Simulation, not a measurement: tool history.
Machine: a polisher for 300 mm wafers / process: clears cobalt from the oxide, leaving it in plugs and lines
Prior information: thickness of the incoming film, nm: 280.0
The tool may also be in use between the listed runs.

run	hour	flow of slurry (ml/min)	pressure of the wafer on the pad (psi)	speed of the pad under the wafer (cm/s)	overpolish time after the end point (s)	time until the end point was called (s)	dishing of a wide line in a test structure (Å)
1	0	240	1.8	120	9	57.643	289.45
2	0.8	240	2.2	120	9	46.564	320.47
3	7.2	300	2.2	120	9	45.698	317.65
4	11.5	300	2.2	98	9	55.784	289.29
5	13	300	2.2	98	7	56.127	248.54
6	21.8	300	2.1	98	7	60.191	245.06
# hour 25.3: worn pad replaced by a new one
7	25.3	300	2	98	7	59.119	250.6
8	32.3	300	1.9	96	7	61.351	237.96
9	33.8	300	1.8	94	7	66.301	230.42

Forecast run 10:
10	41	300	1.7	92	7	?	?

{"run 10": {"time until the end point was called (s)": 72.33, "dishing of a wide line in a test structure (Å)": 217.98}}

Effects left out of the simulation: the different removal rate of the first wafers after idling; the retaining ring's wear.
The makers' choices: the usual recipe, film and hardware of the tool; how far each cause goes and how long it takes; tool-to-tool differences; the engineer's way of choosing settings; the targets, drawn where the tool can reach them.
